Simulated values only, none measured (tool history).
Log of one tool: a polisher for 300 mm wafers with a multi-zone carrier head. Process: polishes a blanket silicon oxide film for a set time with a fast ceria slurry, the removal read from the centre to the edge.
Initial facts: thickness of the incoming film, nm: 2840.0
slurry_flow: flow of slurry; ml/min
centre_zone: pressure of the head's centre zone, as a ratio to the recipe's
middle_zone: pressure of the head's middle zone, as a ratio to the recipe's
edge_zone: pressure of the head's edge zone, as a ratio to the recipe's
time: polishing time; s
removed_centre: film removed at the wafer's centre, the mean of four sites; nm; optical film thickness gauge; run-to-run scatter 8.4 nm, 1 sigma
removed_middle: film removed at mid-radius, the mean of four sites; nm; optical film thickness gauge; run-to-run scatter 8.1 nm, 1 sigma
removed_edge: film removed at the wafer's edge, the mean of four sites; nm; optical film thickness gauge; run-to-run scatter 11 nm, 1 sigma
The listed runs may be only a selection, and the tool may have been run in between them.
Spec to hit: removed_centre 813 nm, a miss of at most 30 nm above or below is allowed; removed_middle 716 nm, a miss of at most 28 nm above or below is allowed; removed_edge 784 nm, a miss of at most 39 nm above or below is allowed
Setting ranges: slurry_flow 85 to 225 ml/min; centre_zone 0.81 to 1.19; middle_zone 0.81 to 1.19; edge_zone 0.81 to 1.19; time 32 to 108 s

run,day,slurry_flow,centre_zone,middle_zone,edge_zone,time,removed_centre,removed_middle,removed_edge
1,0,145,1,1,1,70,567.96,586.52,593.48
2,0.358,145,1,1,1,56,448.76,471.34,470.91
3,0.667,145,1,1.06,1,56,453.26,503.09,479.32
4,0.904,150,1.02,1.05,1.02,59,483.69,529.71,493.51
5,1.217,150,1.02,1.05,0.95,59,498.65,526.67,485.24
6,1.446,150,1.02,1.05,0.95,75,618.17,664.08,631.84
7,1.604,190,1.12,0.98,1.05,82,800.33,729.79,740.13
8,1.821,190,1.12,0.97,1.06,82,811.66,739.04,732.58
# day 1.95: slurry nozzle cleaned
9,1.95,190,1.11,0.96,1.07,83,880.05,796.93,780.5
10,2.046,150,1.01,0.86,1.09,79,734.98,657.5,749.06
11,2.275,155,1.01,0.86,1.09,79,736.11,660.91,750.57
12,2.512,160,1.01,0.86,1.09,79,753.28,671.27,750.42

Pick the move, out of 5, that brings all results within their allowed miss; only one does.
A,2.75,225,1.15,0.9,1.01,71,?,?,?
B,2.75,115,1.11,0.93,1.16,85,?,?,?
C,2.75,110,0.97,0.81,1.03,83,?,?,?
D,2.75,85,0.96,0.92,1.16,95,?,?,?
E,2.75,225,1.17,0.88,0.96,71,?,?,?

move,removed_centre,removed_middle,removed_edge
A,809.36,675.22,677.24
B,804.79,726.81,768.51
C,675.31,625.6,717.41
D,688.6,725.57,800.9
E,823.41,662.73,667.36
A: meets the target for the result that was furthest off, but another lies outside its allowed miss
B: each result inside its tolerance
C: misses by more than the last run did
D: misses by more than the last run did
E: meets the target for the result that was furthest off, but another lies outside its allowed miss
B meets every target.
